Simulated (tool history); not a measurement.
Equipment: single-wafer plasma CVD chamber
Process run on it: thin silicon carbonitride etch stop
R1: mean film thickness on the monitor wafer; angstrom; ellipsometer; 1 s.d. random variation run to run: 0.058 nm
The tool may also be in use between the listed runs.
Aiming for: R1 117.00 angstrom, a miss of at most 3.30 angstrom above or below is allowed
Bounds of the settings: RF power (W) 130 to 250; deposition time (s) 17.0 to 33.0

{"run": 1, "day": 0.0, "RF power (W)": 190, "deposition time (s)": 25.0, "R1": 153.69}
{"run": 2, "day": 0.271, "RF power (W)": 205, "deposition time (s)": 25.0, "R1": 159.03}
{"run": 3, "day": 0.538, "RF power (W)": 195, "deposition time (s)": 23.8, "R1": 147.77}
{"run": 4, "day": 0.742, "RF power (W)": 185, "deposition time (s)": 22.9, "R1": 139.1}
{"run": 5, "day": 1.046, "RF power (W)": 185, "deposition time (s)": 20.9, "R1": 127.27}
{"run": 6, "day": 1.229, "RF power (W)": 180, "deposition time (s)": 20.7, "R1": 125.16}
{"run": 7, "day": 1.508, "RF power (W)": 175, "deposition time (s)": 20.5, "R1": 121.31}
{"run": 8, "day": 1.592, "RF power (W)": 175, "deposition time (s)": 20.5, "R1": 120.71}

Pick the move, out of 4, that brings all results within their allowed miss; only one does.
{"run": "A", "day": 1.675, "RF power (W)": 185, "deposition time (s)": 17.8, "R1": "?"}
{"run": "B", "day": 1.675, "RF power (W)": 195, "deposition time (s)": 19.1, "R1": "?"}
{"run": "C", "day": 1.675, "RF power (W)": 165, "deposition time (s)": 21.8, "R1": "?"}
{"run": "D", "day": 1.675, "RF power (W)": 185, "deposition time (s)": 20.4, "R1": "?"}

move=A R1=107.53
move=B R1=117.88
move=C R1=125.50
move=D R1=123.23
A: carries the result that was furthest off beyond its target, to the other side
B: every result lands within tolerance
C: moves away from the targets compared with the last run
D: moves away from the targets compared with the last run
Answer: B
